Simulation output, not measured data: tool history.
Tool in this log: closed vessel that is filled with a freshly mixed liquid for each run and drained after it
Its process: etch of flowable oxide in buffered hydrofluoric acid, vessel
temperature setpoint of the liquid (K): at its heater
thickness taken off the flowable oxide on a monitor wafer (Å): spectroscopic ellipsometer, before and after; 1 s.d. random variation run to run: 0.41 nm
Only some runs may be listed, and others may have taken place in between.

run  hour  temperature setpoint of the liquid (K)  parts of 40 % ammonium fluoride to one part of 49 % hydrofluoric acid (parts by volume)  time in the liquid (s)  thickness taken off the flowable oxide on a monitor wafer (Å)
  1   0.0                                  293.15                                                                                     11.5                     100                                                         1751.8
  2   7.2                                  292.65                                                                                     11.5                     100                                                         1714.2
  3  10.7                                  292.15                                                                                     11.5                     100                                                         1660.7
  4  14.9                                  291.65                                                                                     11.5                     100                                                         1610.8
  5  19.1                                  290.65                                                                                     12.0                     100                                                         1465.5
  6  20.1                                  290.65                                                                                     12.0                     100                                                         1457.7
  7  28.3                                  290.65                                                                                     12.0                     100                                                         1454.6

Run 8 has not been measured yet. What should we expect?
  8  32.1                                  290.15                                                                                     12.0                     100                                                              ?

{"run 8": {"thickness taken off the flowable oxide on a monitor wafer (Å)": 1409.9}}
